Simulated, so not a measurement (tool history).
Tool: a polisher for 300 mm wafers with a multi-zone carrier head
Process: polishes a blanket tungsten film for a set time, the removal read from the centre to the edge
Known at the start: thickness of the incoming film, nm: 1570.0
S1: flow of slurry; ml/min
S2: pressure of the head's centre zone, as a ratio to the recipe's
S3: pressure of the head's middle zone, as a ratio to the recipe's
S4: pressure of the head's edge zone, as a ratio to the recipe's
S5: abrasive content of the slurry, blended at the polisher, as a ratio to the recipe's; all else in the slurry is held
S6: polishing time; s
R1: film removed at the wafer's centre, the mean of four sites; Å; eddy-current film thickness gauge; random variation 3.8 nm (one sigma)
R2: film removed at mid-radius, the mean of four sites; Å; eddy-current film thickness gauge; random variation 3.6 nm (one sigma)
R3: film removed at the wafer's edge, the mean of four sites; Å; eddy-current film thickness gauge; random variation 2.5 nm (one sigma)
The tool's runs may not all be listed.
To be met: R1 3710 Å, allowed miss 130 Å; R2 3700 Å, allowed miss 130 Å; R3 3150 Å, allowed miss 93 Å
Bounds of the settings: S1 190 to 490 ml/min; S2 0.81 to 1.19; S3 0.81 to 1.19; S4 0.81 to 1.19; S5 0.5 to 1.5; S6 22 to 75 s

| run | hour | S1 | S2 | S3 | S4 | S5 | S6 | R1 | R2 | R3 |
|---|---|---|---|---|---|---|---|---|---|---|
| 1 | 0 | 315 | 1 | 1 | 1 | 1 | 48 | 2618.5 | 2609.9 | 2676 |
| 2 | 8.6 | 315 | 0.94 | 1 | 1 | 1 | 48 | 2406.9 | 2667 | 2683.6 |
| 3 | 16.2 | 320 | 0.96 | 1.03 | 0.99 | 1.05 | 48 | 2493 | 2710.1 | 2666.7 |
| 4 | 21.3 | 325 | 0.98 | 1.05 | 0.98 | 1.1 | 49 | 2657.7 | 2874 | 2773.7 |
| 5 | 25.8 | 330 | 1 | 1.07 | 0.97 | 1.15 | 49 | 2752.7 | 2924.9 | 2740.2 |
| 6 | 30.3 | 335 | 1.01 | 1.09 | 0.97 | 1.2 | 49 | 2734.5 | 3009.1 | 2823 |
| 7 | 32.1 | 340 | 1.03 | 1.1 | 0.96 | 1.25 | 50 | 2935.3 | 3142.5 | 2885.7 |
| 8 | 36 | 380 | 1.13 | 1.19 | 1.01 | 1.5 | 51 | 3366.4 | 3595.7 | 3126.1 |
| 9 | 40.3 | 380 | 1.14 | 1.19 | 1 | 1.5 | 51 | 3483.1 | 3546.3 | 3134.9 |
| 10 | 48.6 | 380 | 1.14 | 1.19 | 1 | 1.5 | 51 | 3467.4 | 3596.8 | 3106.8 |

Which of these 5 next moves meets every target?
| A | 56.9 | 365 | 1.18 | 1.19 | 0.99 | 1.5 | 52 | ? | ? | ? |
| B | 56.9 | 390 | 0.95 | 1.19 | 0.97 | 1.5 | 54 | ? | ? | ? |
| C | 56.9 | 430 | 1.11 | 1.15 | 1.09 | 1.5 | 49 | ? | ? | ? |
| D | 56.9 | 420 | 1.02 | 1.12 | 0.97 | 1.35 | 52 | ? | ? | ? |
| E | 56.9 | 400 | 1.14 | 1.14 | 1.02 | 1.5 | 50 | ? | ? | ? |

| move | R1 | R2 | R3 |
|---|---|---|---|
| A | 3666.7 | 3639.3 | 3204.5 |
| B | 3075.1 | 3800.2 | 3306.3 |
| C | 3284.8 | 3364.7 | 3193 |
| D | 3120 | 3405.1 | 3122.4 |
| E | 3426.2 | 3392.4 | 3142.4 |
A: meets every target
B: further off than the last run
C: further off than the last run
D: further off than the last run
E: further off than the last run
Answer: A

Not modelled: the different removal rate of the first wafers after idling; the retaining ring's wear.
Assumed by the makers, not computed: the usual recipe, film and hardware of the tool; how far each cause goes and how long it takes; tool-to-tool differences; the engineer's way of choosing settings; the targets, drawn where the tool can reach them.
